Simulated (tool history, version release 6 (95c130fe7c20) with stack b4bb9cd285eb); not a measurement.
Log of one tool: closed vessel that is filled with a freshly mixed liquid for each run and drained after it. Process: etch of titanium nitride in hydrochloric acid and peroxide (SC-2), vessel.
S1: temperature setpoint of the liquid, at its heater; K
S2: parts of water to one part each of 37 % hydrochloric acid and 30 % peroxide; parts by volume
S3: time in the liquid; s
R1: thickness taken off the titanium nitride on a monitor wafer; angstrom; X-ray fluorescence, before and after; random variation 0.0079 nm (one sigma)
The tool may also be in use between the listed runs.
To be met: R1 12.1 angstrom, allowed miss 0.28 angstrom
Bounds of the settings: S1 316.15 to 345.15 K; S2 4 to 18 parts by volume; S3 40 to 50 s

run	hour	S1	S2	S3	R1
1	0	332.15	10	50	23.812
2	7.3	337.65	10	50	33.23
3	11.1	337.65	10	50	33.622
4	16.6	337.65	10	50	33.165
5	18.9	344.15	10	50	49.487
6	26.4	345.15	10	50	52.046
7	32.6	338.15	10	50	34.139
8	39.9	333.15	10	50	25.139
9	40.9	329.65	10	50	20.267
10	47.7	327.15	10	50	17.217
11	51.3	325.65	10	50	15.68
12	58.3	324.65	10	50	14.638
13	63.3	323.65	10	50	13.77
14	72.2	323.15	10	50	13.384

Which of these 4 next moves meets every target?
A	81.1	322.65	9	40	?
B	81.1	323.65	9.5	50	?
C	81.1	321.65	10	50	?
D	81.1	319.15	8.5	50	?

move	R1
A	11.119
B	14.211
C	11.913
D	11.492
A: takes the result that was furthest off past its target
B: further off than the last run
C: meets every target
D: takes the result that was furthest off past its target
The right move is C.

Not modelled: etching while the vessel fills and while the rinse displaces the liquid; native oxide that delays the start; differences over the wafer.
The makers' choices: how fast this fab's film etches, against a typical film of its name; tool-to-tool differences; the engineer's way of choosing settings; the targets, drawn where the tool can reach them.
